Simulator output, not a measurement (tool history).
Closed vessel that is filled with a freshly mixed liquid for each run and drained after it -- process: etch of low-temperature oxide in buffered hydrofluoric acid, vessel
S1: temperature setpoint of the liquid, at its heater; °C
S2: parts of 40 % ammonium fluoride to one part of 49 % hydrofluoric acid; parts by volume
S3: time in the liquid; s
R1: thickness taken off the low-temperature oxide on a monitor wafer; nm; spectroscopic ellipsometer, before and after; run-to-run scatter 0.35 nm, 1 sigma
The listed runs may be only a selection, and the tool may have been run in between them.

Run 1, hour 0.0: S1 23.0 °C, S2 14.0 parts by volume, S3 30 s. Result: R1 149.81 nm.
Run 2, hour 4.0: S1 22.0 °C, S2 14.0 parts by volume, S3 30 s. Result: R1 141.41 nm.
Run 3, hour 11.2: S1 21.0 °C, S2 14.0 parts by volume, S3 30 s. Result: R1 133.89 nm.
Run 4, hour 18.8: S1 21.0 °C, S2 14.0 parts by volume, S3 30 s. Result: R1 133.02 nm.
Run 5, hour 27.8: S1 22.5 °C, S2 14.0 parts by volume, S3 30 s. Result: R1 145.90 nm.
Run 6, hour 32.9: S1 22.5 °C, S2 11.0 parts by volume, S3 30 s. Result: R1 183.21 nm.
Run 7, hour 40.4: S1 21.5 °C, S2 11.5 parts by volume, S3 30 s. Result: R1 166.99 nm.
Run 8, hour 42.4: S1 21.0 °C, S2 12.0 parts by volume, S3 30 s. Result: R1 154.97 nm.
Run 9, hour 45.2: S1 20.5 °C, S2 12.5 parts by volume, S3 30 s. Result: R1 146.20 nm.
Run 10, hour 49.1: S1 20.0 °C, S2 13.0 parts by volume, S3 30 s. Result: R1 135.34 nm.

Forecast run 11:
Run 11, hour 57.4: S1 19.5 °C, S2 13.0 parts by volume, S3 30 s. Result: R1 ?.

R1: 132.82 nm

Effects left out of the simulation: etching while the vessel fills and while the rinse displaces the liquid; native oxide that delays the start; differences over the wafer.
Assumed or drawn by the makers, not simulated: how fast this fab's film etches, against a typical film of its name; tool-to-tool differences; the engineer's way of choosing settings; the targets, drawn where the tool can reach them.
